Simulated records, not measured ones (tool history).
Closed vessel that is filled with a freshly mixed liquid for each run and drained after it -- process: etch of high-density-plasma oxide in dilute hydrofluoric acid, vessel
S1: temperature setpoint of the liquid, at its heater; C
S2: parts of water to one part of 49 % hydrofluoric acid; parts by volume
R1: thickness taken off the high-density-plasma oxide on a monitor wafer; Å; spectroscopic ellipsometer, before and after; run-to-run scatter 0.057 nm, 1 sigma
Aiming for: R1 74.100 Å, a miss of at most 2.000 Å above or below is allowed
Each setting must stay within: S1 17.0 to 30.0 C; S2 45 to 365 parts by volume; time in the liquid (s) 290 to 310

Run 1, day 0.000: S1 22.0 C, S2 205 parts by volume, time in the liquid (s) 290. Result: R1 97.395 Å.
Run 2, day 0.312: S1 25.0 C, S2 205 parts by volume, time in the liquid (s) 290. Result: R1 107.410 Å.
Run 3, day 0.675: S1 25.0 C, S2 150 parts by volume, time in the liquid (s) 290. Result: R1 158.230 Å.
Run 4, day 0.917: S1 24.0 C, S2 160 parts by volume, time in the liquid (s) 290. Result: R1 137.840 Å.
Run 5, day 1.283: S1 23.0 C, S2 170 parts by volume, time in the liquid (s) 290. Result: R1 124.840 Å.
Run 6, day 1.354: S1 21.0 C, S2 170 parts by volume, time in the liquid (s) 290. Result: R1 116.490 Å.
Run 7, day 1.650: S1 20.5 C, S2 175 parts by volume, time in the liquid (s) 290. Result: R1 109.390 Å.
Run 8, day 1.829: S1 20.0 C, S2 180 parts by volume, time in the liquid (s) 290. Result: R1 105.750 Å.
Run 9, day 1.992: S1 17.0 C, S2 235 parts by volume, time in the liquid (s) 290. Result: R1 67.330 Å.
Run 10, day 2.262: S1 17.5 C, S2 235 parts by volume, time in the liquid (s) 290. Result: R1 68.214 Å.
Run 11, day 2.575: S1 17.5 C, S2 235 parts by volume, time in the liquid (s) 290. Result: R1 67.732 Å.

5 candidate next runs follow, results not yet known. Just one meets every target within its allowed miss. Identify it.
Run A, day 2.888: S1 17.0 C, S2 220 parts by volume, time in the liquid (s) 310. Result: R1 ?.
Run B, day 2.888: S1 17.0 C, S2 265 parts by volume, time in the liquid (s) 290. Result: R1 ?.
Run C, day 2.888: S1 17.0 C, S2 225 parts by volume, time in the liquid (s) 300. Result: R1 ?.
Run D, day 2.888: S1 17.0 C, S2 230 parts by volume, time in the liquid (s) 290. Result: R1 ?.
Run E, day 2.888: S1 22.0 C, S2 240 parts by volume, time in the liquid (s) 290. Result: R1 ?.

move      R1
   A  77.994
   B  58.144
   C  73.460
   D  69.148
   E  79.124
A: carries the result that was furthest off beyond its target, to the other side
B: moves away from the targets compared with the last run
C: every result lands within tolerance
D: moves toward the targets from the last run without getting all of them in spec
E: carries the result that was furthest off beyond its target, to the other side
Move C is the one to make.

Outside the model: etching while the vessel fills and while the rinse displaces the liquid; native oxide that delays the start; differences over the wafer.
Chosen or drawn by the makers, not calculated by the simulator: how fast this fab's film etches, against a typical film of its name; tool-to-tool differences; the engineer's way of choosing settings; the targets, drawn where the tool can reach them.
